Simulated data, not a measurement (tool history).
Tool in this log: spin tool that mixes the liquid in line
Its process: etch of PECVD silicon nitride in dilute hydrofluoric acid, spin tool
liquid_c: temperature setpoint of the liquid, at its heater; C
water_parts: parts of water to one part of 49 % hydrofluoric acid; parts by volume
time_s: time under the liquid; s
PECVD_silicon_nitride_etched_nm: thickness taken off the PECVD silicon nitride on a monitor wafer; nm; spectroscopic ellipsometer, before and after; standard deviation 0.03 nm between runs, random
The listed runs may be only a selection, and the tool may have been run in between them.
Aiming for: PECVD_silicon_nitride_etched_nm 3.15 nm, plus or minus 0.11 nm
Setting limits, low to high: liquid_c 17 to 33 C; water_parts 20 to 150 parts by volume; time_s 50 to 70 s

run    day  liquid_c  water_parts  time_s  PECVD_silicon_nitride_etched_nm
  1      0        25           85      70                           1.5299
  2  0.225        25           65      70                           2.0087
  3  0.521      26.5           65      70                           2.2382
  4  0.842      27.5           65      70                           2.3864
  5  0.971      24.5           65      70                           1.9588
  6  1.175        26           65      70                           2.1931
  7  1.292        27           65      70                           2.2787
  8  1.412        28           65      70                           2.4297
  9  1.454        29           65      70                           2.5863
 10  1.808      29.5           65      70                           2.7117
 11  2.033        30           65      70                           2.7458
 12  2.108      30.5           65      70                           2.8327
 13  2.154        31           65      70                           2.9576

Below are 4 possible settings for the next run. Only one of them brings all results inside the allowed miss of their targets. Which is it?
  A  2.2        33           70      70                                ?
  B  2.2      27.5           45      70                                ?
  C  2.2        32           60      70                                ?
  D  2.2      32.5           60      70                                ?

move  PECVD_silicon_nitride_etched_nm
   A                           3.1221
   B                           3.4028
   C                           3.4219
   D                           3.5314
A: meets every target
B: takes the result that was furthest off past its target
C: takes the result that was furthest off past its target
D: takes the result that was furthest off past its target
Move A is the one to make.

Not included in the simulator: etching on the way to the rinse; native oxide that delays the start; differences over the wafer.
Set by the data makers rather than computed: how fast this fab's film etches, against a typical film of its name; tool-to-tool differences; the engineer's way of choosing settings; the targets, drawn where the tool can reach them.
